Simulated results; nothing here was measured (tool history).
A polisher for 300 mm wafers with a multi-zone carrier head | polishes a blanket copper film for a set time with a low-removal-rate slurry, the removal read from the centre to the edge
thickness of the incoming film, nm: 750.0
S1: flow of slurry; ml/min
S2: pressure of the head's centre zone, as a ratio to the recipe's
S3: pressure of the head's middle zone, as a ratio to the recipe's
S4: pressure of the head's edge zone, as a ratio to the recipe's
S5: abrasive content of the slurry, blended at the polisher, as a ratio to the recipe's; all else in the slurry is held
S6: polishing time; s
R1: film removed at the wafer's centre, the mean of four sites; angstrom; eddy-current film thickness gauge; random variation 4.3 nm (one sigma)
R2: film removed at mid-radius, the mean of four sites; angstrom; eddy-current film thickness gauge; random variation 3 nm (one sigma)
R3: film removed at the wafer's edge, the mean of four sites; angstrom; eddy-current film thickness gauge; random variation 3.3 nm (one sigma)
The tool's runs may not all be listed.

Run 1, hour 0.0: S1 280 ml/min, S2 1.00, S3 1.00, S4 1.00, S5 1.00, S6 63 s. Result: R1 2248.9 angstrom, R2 2263.0 angstrom, R3 2119.8 angstrom.
Run 2, hour 4.1: S1 290 ml/min, S2 1.04, S3 1.04, S4 1.04, S5 1.15, S6 67 s. Result: R1 2569.4 angstrom, R2 2564.3 angstrom, R3 2390.2 angstrom.
Run 3, hour 10.4: S1 320 ml/min, S2 1.04, S3 1.04, S4 1.04, S5 1.15, S6 67 s. Result: R1 2681.8 angstrom, R2 2564.0 angstrom, R3 2336.0 angstrom.
Run 4, hour 19.2: S1 320 ml/min, S2 1.04, S3 0.99, S4 1.04, S5 1.15, S6 67 s. Result: R1 2615.7 angstrom, R2 2524.0 angstrom, R3 2363.2 angstrom.
Run 5, hour 24.8: S1 320 ml/min, S2 1.12, S3 0.99, S4 1.04, S5 1.15, S6 67 s. Result: R1 2795.8 angstrom, R2 2533.6 angstrom, R3 2398.3 angstrom.
Run 6, hour 27.3: S1 320 ml/min, S2 1.12, S3 0.91, S4 1.04, S5 1.15, S6 67 s. Result: R1 2737.5 angstrom, R2 2378.9 angstrom, R3 2414.3 angstrom.
Run 7, hour 32.7: S1 310 ml/min, S2 1.11, S3 0.97, S4 1.05, S5 1.25, S6 71 s. Result: R1 2992.1 angstrom, R2 2665.1 angstrom, R3 2619.8 angstrom.

The next listed run, before its measurement:
Run 8, hour 40.2: S1 305 ml/min, S2 1.09, S3 1.03, S4 1.06, S5 1.35, S6 74 s. Result: R1 ?, R2 ?, R3 ?.

Run 8 gave R1 3032.3 angstrom, R2 2944.8 angstrom, R3 2715.3 angstrom.
